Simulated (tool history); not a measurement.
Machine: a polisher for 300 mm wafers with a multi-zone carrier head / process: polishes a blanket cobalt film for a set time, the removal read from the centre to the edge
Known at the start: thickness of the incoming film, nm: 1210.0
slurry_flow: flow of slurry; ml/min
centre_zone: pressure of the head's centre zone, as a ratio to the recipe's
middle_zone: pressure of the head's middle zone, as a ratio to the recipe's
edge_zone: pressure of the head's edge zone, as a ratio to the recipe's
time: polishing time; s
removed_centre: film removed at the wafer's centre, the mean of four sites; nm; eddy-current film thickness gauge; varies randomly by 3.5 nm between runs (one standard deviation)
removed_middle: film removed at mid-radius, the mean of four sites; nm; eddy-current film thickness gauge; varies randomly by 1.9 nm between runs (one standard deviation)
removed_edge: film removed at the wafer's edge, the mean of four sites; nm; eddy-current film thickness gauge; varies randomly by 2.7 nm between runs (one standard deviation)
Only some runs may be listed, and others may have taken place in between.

run  hour  slurry_flow  centre_zone  middle_zone  edge_zone  time  removed_centre  removed_middle  removed_edge
  1   0.0          140         1.00         1.00       1.00    63          209.27          217.31        227.29
  2   2.6          150         1.01         1.01       1.00    63          211.11          221.98        224.24
  3   6.8          155         1.03         1.02       1.01    64          223.43          230.82        230.22
  4   8.3          155         1.03         0.97       1.01    64          229.15          218.95        231.38
  5  11.0          165         1.03         0.98       1.01    64          224.34          223.70        227.27
  6  19.0          165         1.03         0.98       1.09    64          219.92          223.41        238.96
     26.1  -- centre zone pressure recalibrated
  7  26.1          170         1.04         0.99       1.09    64          245.10          229.77        244.27
  8  29.2          175         1.04         1.00       1.08    64          245.75          229.72        241.34
  9  32.1          175         1.03         1.02       1.07    64          246.46          234.74        246.87

What does the tool deliver on the next run?
 10  39.5          200         1.02         1.10       0.97    61               ?               ?             ?

removed_centre: 229.93 nm
removed_middle: 241.13 nm
removed_edge: 225.87 nm

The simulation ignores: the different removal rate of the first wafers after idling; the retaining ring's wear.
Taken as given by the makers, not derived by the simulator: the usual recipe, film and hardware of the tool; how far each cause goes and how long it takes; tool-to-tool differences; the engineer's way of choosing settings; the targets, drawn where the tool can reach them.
